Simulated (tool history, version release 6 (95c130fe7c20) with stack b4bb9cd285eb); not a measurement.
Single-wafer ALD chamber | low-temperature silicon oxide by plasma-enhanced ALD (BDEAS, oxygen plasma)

run	hour	heater temperature setpoint (deg C)	number of ALD cycles (cycles)	mean film thickness on the monitor wafer (nm)
1	0	115	45	6.3447
2	3.8	115	48	6.7829
3	5.8	115	52	7.322
4	13.1	116	48	6.7674
5	21.2	116	51	7.1896
6	26.2	116	55	7.7126

The next listed run, before its measurement:
7	26.8	118	50	?

mean film thickness on the monitor wafer (nm): 7.0739
